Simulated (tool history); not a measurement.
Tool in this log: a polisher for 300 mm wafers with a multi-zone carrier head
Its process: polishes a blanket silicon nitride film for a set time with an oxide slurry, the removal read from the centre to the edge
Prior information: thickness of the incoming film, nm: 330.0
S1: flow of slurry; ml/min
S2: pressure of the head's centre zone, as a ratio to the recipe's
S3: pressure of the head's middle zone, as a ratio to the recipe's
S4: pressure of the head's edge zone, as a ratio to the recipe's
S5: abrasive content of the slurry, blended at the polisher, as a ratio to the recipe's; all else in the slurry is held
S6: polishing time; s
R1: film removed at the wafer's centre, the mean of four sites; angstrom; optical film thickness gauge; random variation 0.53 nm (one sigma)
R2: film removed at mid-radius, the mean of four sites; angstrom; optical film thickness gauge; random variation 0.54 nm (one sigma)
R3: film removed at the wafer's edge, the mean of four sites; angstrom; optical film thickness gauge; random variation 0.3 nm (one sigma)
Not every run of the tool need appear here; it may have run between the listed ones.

| run | day | S1 | S2 | S3 | S4 | S5 | S6 | R1 | R2 | R3 |
|---|---|---|---|---|---|---|---|---|---|---|
| 1 | 0.000 | 245 | 1.00 | 1.00 | 1.00 | 1.00 | 84 | 598.36 | 599.70 | 622.92 |
| 2 | 0.300 | 245 | 1.00 | 0.99 | 0.99 | 0.95 | 83 | 572.21 | 581.02 | 599.68 |
| 3 | 0.658 | 245 | 0.95 | 0.99 | 0.99 | 0.95 | 83 | 553.30 | 576.63 | 591.93 |
| 4 | 0.962 | 245 | 0.96 | 0.97 | 0.97 | 0.90 | 82 | 537.46 | 556.10 | 562.80 |
| 5 | 1.054 | 245 | 0.96 | 0.97 | 1.01 | 0.90 | 82 | 530.66 | 545.34 | 581.44 |
| 6 | 1.246 | 245 | 0.97 | 0.95 | 1.00 | 0.85 | 81 | 531.16 | 528.38 | 550.24 |
| 7 | 1.508 | 240 | 0.97 | 0.93 | 1.00 | 0.80 | 80 | 495.76 | 485.40 | 533.96 |

Predict the results of run 8:
| 8 | 1.838 | 240 | 0.97 | 0.92 | 0.98 | 0.75 | 79 | ? | ? | ? |

Run 8 produced R1 473.05 angstrom, R2 462.34 angstrom, R3 500.59 angstrom.
